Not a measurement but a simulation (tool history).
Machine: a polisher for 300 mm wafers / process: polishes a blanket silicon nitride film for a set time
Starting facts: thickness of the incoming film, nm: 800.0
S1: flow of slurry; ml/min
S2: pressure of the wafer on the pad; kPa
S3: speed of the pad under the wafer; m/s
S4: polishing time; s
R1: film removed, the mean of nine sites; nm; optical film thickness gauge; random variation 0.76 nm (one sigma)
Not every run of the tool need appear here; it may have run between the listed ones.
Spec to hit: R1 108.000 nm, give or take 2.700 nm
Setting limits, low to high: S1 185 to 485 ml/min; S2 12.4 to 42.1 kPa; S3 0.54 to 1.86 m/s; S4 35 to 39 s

run,hour,S1,S2,S3,S4,R1
1,0.0,310,26.9,1.18,39,73.721
2,8.8,315,29.0,1.18,39,78.614
3,14.1,315,31.0,1.18,39,82.178
4,18.9,315,33.1,1.18,39,86.633
5,20.5,315,33.1,1.34,39,94.628
6,24.6,315,29.0,1.34,39,84.964
7,25.4,315,31.0,1.34,39,89.745
8,30.4,315,32.4,1.34,39,93.793
9,38.0,315,33.8,1.34,39,96.576
10,41.9,315,34.5,1.34,39,98.876
11,43.1,325,37.2,1.34,39,103.900

Which one of the following 5 next-run settings gets every result inside its allowed miss? There is exactly one.
A,44.3,270,40.0,1.26,38,?
B,44.3,350,42.1,1.30,37,?
C,44.3,355,34.5,1.46,38,?
D,44.3,185,41.4,1.38,36,?
E,44.3,320,35.9,1.40,38,?

move,R1
A,100.180
B,106.020
C,100.880
D,100.650
E,100.240
A: misses by more than the last run did
B: in spec on every target
C: misses by more than the last run did
D: misses by more than the last run did
E: misses by more than the last run did
Correct choice: B, which meets every target
